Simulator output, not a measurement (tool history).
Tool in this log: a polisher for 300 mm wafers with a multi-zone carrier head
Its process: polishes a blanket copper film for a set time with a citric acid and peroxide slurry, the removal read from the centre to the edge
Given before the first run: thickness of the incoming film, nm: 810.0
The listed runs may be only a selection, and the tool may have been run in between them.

run,hour,flow of slurry (ml/min),pressure of the head's centre zone,pressure of the head's middle zone,pressure of the head's edge zone,abrasive content of the slurry,polishing time (s),film removed at the wafer's centre (angstrom),film removed at mid-radius (angstrom),film removed at the wafer's edge (angstrom)
1,0,180,1,1,1,1,86,1956.3,2006.2,2005
2,2.3,180,1,1,1,1,104,2336.8,2468.3,2471.9
3,11.3,180,1,0.96,1,1,104,2420.8,2336,2442.2
4,17.8,180,1,0.96,1,1.1,104,2386.4,2405.8,2531.5
5,26.4,165,0.95,0.94,1,0.95,88,1804.9,1909.3,1994.2
6,29.2,155,0.94,0.9,0.99,0.85,77,1518,1527.1,1677.7
7,31.8,150,0.93,0.88,0.95,0.75,72,1308.4,1301.2,1457.8
8,40,150,0.93,0.88,0.91,0.65,71,1265.3,1240.6,1325
9,48.8,140,0.92,0.86,0.89,0.6,71,1143.3,1168.9,1277
10,56.2,140,0.93,0.85,0.87,0.55,71,1127.7,1101.2,1220.9
11,61.1,125,0.92,0.83,0.81,0.5,71,1051,992.34,1098.6
12,62.5,130,0.92,0.83,0.81,0.5,71,1055.1,1007.7,1105.3

Forecast run 13:
13,71.2,130,0.92,0.83,0.81,0.5,71,?,?,?

film removed at the wafer's centre (angstrom): 1023
film removed at mid-radius (angstrom): 1015.9
film removed at the wafer's edge (angstrom): 1102.3
